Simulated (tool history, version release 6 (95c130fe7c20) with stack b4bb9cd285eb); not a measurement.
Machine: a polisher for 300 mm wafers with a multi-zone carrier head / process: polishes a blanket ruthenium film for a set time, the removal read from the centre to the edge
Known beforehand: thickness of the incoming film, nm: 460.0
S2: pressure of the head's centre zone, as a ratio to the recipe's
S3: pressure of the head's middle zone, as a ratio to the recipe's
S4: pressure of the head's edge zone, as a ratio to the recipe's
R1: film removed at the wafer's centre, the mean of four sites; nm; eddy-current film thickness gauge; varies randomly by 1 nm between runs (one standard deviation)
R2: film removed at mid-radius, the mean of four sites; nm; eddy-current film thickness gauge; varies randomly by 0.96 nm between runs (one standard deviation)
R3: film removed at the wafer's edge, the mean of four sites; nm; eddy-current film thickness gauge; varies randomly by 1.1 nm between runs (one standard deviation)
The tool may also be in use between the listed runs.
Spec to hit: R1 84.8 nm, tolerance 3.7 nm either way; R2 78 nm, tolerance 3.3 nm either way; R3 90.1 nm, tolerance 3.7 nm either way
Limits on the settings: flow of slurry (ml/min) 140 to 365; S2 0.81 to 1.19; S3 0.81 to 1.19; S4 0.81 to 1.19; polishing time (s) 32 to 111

run 1 hour=0 | flow_of_slurry_(ml/min)=235 S2=1 S3=1 S4=1 polishing_time_(s)=71 | R1=66.945 R2=65.598 R3=64.969
run 2 hour=9 | flow_of_slurry_(ml/min)=235 S2=1 S3=0.99 S4=1.03 polishing_time_(s)=74 | R1=67.632 R2=68.134 R3=69.252
run 3 hour=15.3 | flow_of_slurry_(ml/min)=240 S2=1.02 S3=0.98 S4=1.05 polishing_time_(s)=76 | R1=71.833 R2=69.587 R3=73.292
run 4 hour=22.6 | flow_of_slurry_(ml/min)=205 S2=1.02 S3=0.98 S4=1.05 polishing_time_(s)=76 | R1=71.172 R2=67.625 R3=71.789
run 5 hour=27.8 | flow_of_slurry_(ml/min)=205 S2=1.02 S3=0.98 S4=1.05 polishing_time_(s)=84 | R1=78.111 R2=75.467 R3=78.976
run 6 hour=33.1 | flow_of_slurry_(ml/min)=205 S2=1.02 S3=1.05 S4=1.05 polishing_time_(s)=84 | R1=78.104 R2=79.621 R3=78.698
run 7 hour=38.6 | flow_of_slurry_(ml/min)=210 S2=1.03 S3=1.03 S4=1.07 polishing_time_(s)=84 | R1=79.007 R2=78.187 R3=78.826
run 8 hour=41.6 | flow_of_slurry_(ml/min)=215 S2=1.03 S3=1.01 S4=1.09 polishing_time_(s)=85 | R1=80.736 R2=78.136 R3=80.897
run 9 hour=46.3 | flow_of_slurry_(ml/min)=215 S2=1.03 S3=0.99 S4=1.1 polishing_time_(s)=86 | R1=80.658 R2=77.717 R3=82.019
run 10 hour=55 | flow_of_slurry_(ml/min)=215 S2=1.03 S3=0.98 S4=1.11 polishing_time_(s)=87 | R1=81.828 R2=78.453 R3=82.873
run 11 hour=61.9 | flow_of_slurry_(ml/min)=210 S2=1.03 S3=0.96 S4=1.12 polishing_time_(s)=88 | R1=82.73 R2=79.376 R3=86.371

4 candidate next runs follow, results not yet known. Just one meets every target within its allowed miss. Identify it.
run A hour=68.8 | flow_of_slurry_(ml/min)=210 S2=0.88 S3=0.92 S4=1.19 polishing_time_(s)=97 | R1=? R2=? R3=?
run B hour=68.8 | flow_of_slurry_(ml/min)=245 S2=0.99 S3=1.06 S4=1.14 polishing_time_(s)=81 | R1=? R2=? R3=?
run C hour=68.8 | flow_of_slurry_(ml/min)=145 S2=1.04 S3=0.94 S4=1.19 polishing_time_(s)=92 | R1=? R2=? R3=?
run D hour=68.8 | flow_of_slurry_(ml/min)=225 S2=1.09 S3=1.06 S4=1.06 polishing_time_(s)=83 | R1=? R2=? R3=?

move=A R1=77.997 R2=81.156 R3=96.46
move=B R1=74.468 R2=76.069 R3=79.416
move=C R1=84.386 R2=75.555 R3=89.243
move=D R1=83.416 R2=77.365 R3=78.017
A: moves the result that the last run missed by most past its target, out the other side
B: moves away from the targets compared with the last run
C: meets every target
D: moves away from the targets compared with the last run
Correct choice: C, which meets every target
